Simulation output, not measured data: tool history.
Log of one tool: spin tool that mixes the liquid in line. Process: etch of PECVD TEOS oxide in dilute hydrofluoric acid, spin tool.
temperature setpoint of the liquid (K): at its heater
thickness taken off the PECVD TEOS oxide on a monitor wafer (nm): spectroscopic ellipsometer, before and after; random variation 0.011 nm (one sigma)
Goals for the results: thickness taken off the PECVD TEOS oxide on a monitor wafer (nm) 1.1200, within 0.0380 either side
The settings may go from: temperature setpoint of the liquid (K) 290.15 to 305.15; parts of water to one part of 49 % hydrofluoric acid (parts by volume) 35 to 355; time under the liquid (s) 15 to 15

run	hour	temperature setpoint of the liquid (K)	parts of water to one part of 49 % hydrofluoric acid (parts by volume)	time under the liquid (s)	thickness taken off the PECVD TEOS oxide on a monitor wafer (nm)
1	0.0	297.15	195	15	1.9668
2	5.2	295.15	195	15	1.8133
3	9.7	295.15	195	15	1.7974
4	11.9	295.15	165	15	2.2459
5	20.6	292.15	165	15	2.0191
6	26.8	293.65	165	15	2.0965
7	35.7	293.65	165	15	2.1054
8	43.8	293.15	175	15	1.9115
9	48.4	292.65	180	15	1.8106
10	50.7	292.15	185	15	1.7568
11	56.8	292.15	190	15	1.6878
12	63.7	292.15	190	15	1.6936
13	66.7	292.15	195	15	1.6097
14	72.3	292.15	200	15	1.5885
15	79.2	292.15	205	15	1.5407

Next run, 5 choices. One meets every target within its allowed miss, the rest don't. Which?
A	86.1	293.65	255	15	?
B	86.1	296.65	300	15	?
C	86.1	292.15	250	15	?
D	86.1	290.15	230	15	?
E	86.1	293.65	165	15	?

move	thickness taken off the PECVD TEOS oxide on a monitor wafer (nm)
A	1.2512
B	1.1354
C	1.2119
D	1.2415
E	2.1127
A: closes in on the targets versus the last run, not all within tolerance yet
B: all results in spec
C: closes in on the targets versus the last run, not all within tolerance yet
D: closes in on the targets versus the last run, not all within tolerance yet
E: further off than the last run
Go with B: it meets all targets.
